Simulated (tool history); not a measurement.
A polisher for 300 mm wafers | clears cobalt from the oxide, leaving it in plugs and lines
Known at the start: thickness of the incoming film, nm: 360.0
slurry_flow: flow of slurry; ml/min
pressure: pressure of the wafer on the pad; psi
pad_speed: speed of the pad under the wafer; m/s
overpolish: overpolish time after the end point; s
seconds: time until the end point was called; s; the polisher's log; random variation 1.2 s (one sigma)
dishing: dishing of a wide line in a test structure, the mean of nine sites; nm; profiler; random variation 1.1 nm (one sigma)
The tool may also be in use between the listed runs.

run 1 hour=0.0 | slurry_flow=200 pressure=1.2 pad_speed=0.86 overpolish=20 | seconds=127.790 dishing=38.634
run 2 hour=3.3 | slurry_flow=200 pressure=1.3 pad_speed=0.86 overpolish=20 | seconds=123.460 dishing=38.891
run 3 hour=8.6 | slurry_flow=200 pressure=1.4 pad_speed=0.88 overpolish=20 | seconds=108.080 dishing=42.151
run 4 hour=9.7 | slurry_flow=200 pressure=1.4 pad_speed=0.98 overpolish=20 | seconds=98.866 dishing=42.867
run 5 hour=11.6 | slurry_flow=200 pressure=1.4 pad_speed=0.84 overpolish=20 | seconds=113.930 dishing=39.086
run 6 hour=17.8 | slurry_flow=200 pressure=1.3 pad_speed=0.84 overpolish=20 | seconds=120.810 dishing=39.131

The next listed run, before its measurement:
run 7 hour=18.7 | slurry_flow=200 pressure=1.4 pad_speed=0.84 overpolish=20 | seconds=? dishing=?

Run 7 gave seconds 113.330 s, dishing 37.978 nm.
